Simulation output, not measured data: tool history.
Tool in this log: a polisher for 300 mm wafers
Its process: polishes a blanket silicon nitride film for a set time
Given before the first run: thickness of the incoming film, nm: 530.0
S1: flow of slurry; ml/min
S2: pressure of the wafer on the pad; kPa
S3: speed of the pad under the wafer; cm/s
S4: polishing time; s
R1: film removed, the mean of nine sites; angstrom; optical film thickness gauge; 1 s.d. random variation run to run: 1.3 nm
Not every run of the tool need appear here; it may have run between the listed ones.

run,day,S1,S2,S3,S4,R1
1,0,250,33.1,116,49,987.63
2,0.029,205,33.1,116,49,976.51
3,0.179,240,33.1,116,49,996.21
4,0.546,240,33.1,116,49,993.61
5,0.579,240,33.1,116,44,891.7
6,0.829,240,35.9,116,44,963.91
7,0.988,240,37.9,118,44,1020.1
8,1.238,240,40,120,44,1110

For run 9, what comes out?
9,1.6,240,41.4,120,44,?

{"run 9": {"R1": 1124.8}}

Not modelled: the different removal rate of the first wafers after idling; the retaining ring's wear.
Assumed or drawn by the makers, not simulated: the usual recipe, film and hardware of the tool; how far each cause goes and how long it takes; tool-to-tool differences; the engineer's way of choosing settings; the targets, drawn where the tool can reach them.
